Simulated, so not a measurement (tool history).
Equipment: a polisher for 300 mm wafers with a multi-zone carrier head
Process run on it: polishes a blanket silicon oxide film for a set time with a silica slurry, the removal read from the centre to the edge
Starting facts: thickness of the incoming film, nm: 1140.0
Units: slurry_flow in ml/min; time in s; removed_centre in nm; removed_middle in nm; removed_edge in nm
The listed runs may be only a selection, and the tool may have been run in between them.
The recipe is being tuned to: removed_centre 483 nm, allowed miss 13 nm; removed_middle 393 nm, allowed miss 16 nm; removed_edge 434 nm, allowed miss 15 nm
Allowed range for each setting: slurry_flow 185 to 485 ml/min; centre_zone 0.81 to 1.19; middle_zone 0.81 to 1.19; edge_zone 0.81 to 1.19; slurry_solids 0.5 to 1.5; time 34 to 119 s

{"run": 1, "hour": 0.0, "slurry_flow": 310, "centre_zone": 1, "middle_zone": 1, "edge_zone": 1, "slurry_solids": 1, "time": 76, "removed_centre": 351.16, "removed_middle": 352.51, "removed_edge": 348.64}
{"run": 2, "hour": 9.0, "slurry_flow": 310, "centre_zone": 1, "middle_zone": 1, "edge_zone": 1.07, "slurry_solids": 1, "time": 76, "removed_centre": 350.12, "removed_middle": 347.77, "removed_edge": 356.21}
{"run": 3, "hour": 12.8, "slurry_flow": 315, "centre_zone": 1.04, "middle_zone": 0.99, "edge_zone": 1.09, "slurry_solids": 1.1, "time": 76, "removed_centre": 388.83, "removed_middle": 361.83, "removed_edge": 374.79}
{"run": 4, "hour": 21.7, "slurry_flow": 315, "centre_zone": 1.12, "middle_zone": 0.99, "edge_zone": 1.09, "slurry_solids": 1.1, "time": 76, "removed_centre": 421.88, "removed_middle": 364.3, "removed_edge": 380.31}
{"run": 5, "hour": 29.6, "slurry_flow": 315, "centre_zone": 1.12, "middle_zone": 1.04, "edge_zone": 1.09, "slurry_solids": 1.1, "time": 76, "removed_centre": 418.31, "removed_middle": 385.91, "removed_edge": 376.08}
{"run": 6, "hour": 38.3, "slurry_flow": 320, "centre_zone": 1.12, "middle_zone": 1.02, "edge_zone": 1.11, "slurry_solids": 1.15, "time": 76, "removed_centre": 434.85, "removed_middle": 387.92, "removed_edge": 395.15}
{"run": 7, "hour": 47.3, "slurry_flow": 335, "centre_zone": 1.13, "middle_zone": 1.01, "edge_zone": 1.13, "slurry_solids": 1.15, "time": 76, "removed_centre": 437.33, "removed_middle": 390.32, "removed_edge": 389.14}
{"run": 8, "hour": 54.9, "slurry_flow": 315, "centre_zone": 1.13, "middle_zone": 1, "edge_zone": 1.14, "slurry_solids": 1.2, "time": 76, "removed_centre": 444.11, "removed_middle": 373.33, "removed_edge": 398}
{"run": 9, "hour": 60.0, "slurry_flow": 320, "centre_zone": 1.13, "middle_zone": 1, "edge_zone": 1.15, "slurry_solids": 1.25, "time": 76, "removed_centre": 447.85, "removed_middle": 393.79, "removed_edge": 413.9}
{"run": 10, "hour": 63.1, "slurry_flow": 325, "centre_zone": 1.14, "middle_zone": 0.99, "edge_zone": 1.16, "slurry_solids": 1.25, "time": 76, "removed_centre": 460.49, "removed_middle": 385.66, "removed_edge": 412.9}
{"run": 11, "hour": 65.8, "slurry_flow": 325, "centre_zone": 1.14, "middle_zone": 0.99, "edge_zone": 1.16, "slurry_solids": 1.3, "time": 76, "removed_centre": 459, "removed_middle": 393.02, "removed_edge": 419.14}
{"run": 12, "hour": 68.2, "slurry_flow": 325, "centre_zone": 1.15, "middle_zone": 0.98, "edge_zone": 1.16, "slurry_solids": 1.3, "time": 76, "removed_centre": 464.77, "removed_middle": 382.64, "removed_edge": 423.31}
{"run": 13, "hour": 74.0, "slurry_flow": 330, "centre_zone": 1.15, "middle_zone": 0.98, "edge_zone": 1.16, "slurry_solids": 1.3, "time": 76, "removed_centre": 466.79, "removed_middle": 387.13, "removed_edge": 423.44}
{"run": 14, "hour": 81.8, "slurry_flow": 335, "centre_zone": 1.15, "middle_zone": 0.98, "edge_zone": 1.16, "slurry_solids": 1.3, "time": 76, "removed_centre": 472.81, "removed_middle": 395.1, "removed_edge": 417.74}
{"run": 15, "hour": 86.6, "slurry_flow": 330, "centre_zone": 1.15, "middle_zone": 0.98, "edge_zone": 1.16, "slurry_solids": 1.3, "time": 76, "removed_centre": 462.69, "removed_middle": 398.09, "removed_edge": 422.08}
{"run": 16, "hour": 88.8, "slurry_flow": 325, "centre_zone": 1.16, "middle_zone": 0.98, "edge_zone": 1.17, "slurry_solids": 1.3, "time": 76, "removed_centre": 465.1, "removed_middle": 402.04, "removed_edge": 426.24}
{"run": 17, "hour": 94.6, "slurry_flow": 335, "centre_zone": 1.16, "middle_zone": 0.97, "edge_zone": 1.17, "slurry_solids": 1.3, "time": 76, "removed_centre": 469.98, "removed_middle": 394.75, "removed_edge": 414.11}

4 candidate next runs follow, results not yet known. Just one meets every target within its allowed miss. Identify it.
{"run": "A", "hour": 100.4, "slurry_flow": 385, "centre_zone": 1.14, "middle_zone": 0.98, "edge_zone": 1.11, "slurry_solids": 1.3, "time": 84, "removed_centre": "?", "removed_middle": "?", "removed_edge": "?"}
{"run": "B", "hour": 100.4, "slurry_flow": 340, "centre_zone": 1.15, "middle_zone": 0.99, "edge_zone": 1.09, "slurry_solids": 1.25, "time": 86, "removed_centre": "?", "removed_middle": "?", "removed_edge": "?"}
{"run": "C", "hour": 100.4, "slurry_flow": 335, "centre_zone": 1.16, "middle_zone": 0.94, "edge_zone": 1.19, "slurry_solids": 1.25, "time": 79, "removed_centre": "?", "removed_middle": "?", "removed_edge": "?"}
{"run": "D", "hour": 100.4, "slurry_flow": 290, "centre_zone": 1.09, "middle_zone": 0.94, "edge_zone": 1.19, "slurry_solids": 1.5, "time": 73, "removed_centre": "?", "removed_middle": "?", "removed_edge": "?"}

move=A removed_centre=517.5 removed_middle=447.37 removed_edge=454.25
move=B removed_centre=519.92 removed_middle=449.73 removed_edge=450.05
move=C removed_centre=480.96 removed_middle=394.99 removed_edge=430.19
move=D removed_centre=443.69 removed_middle=388.59 removed_edge=424.36
A: takes the biggest miss from the last run beyond its target
B: takes the biggest miss from the last run beyond its target
C: every result lands within tolerance
D: brings the last run's worst result on target, with another outside its allowed miss
Move C is the one to make.
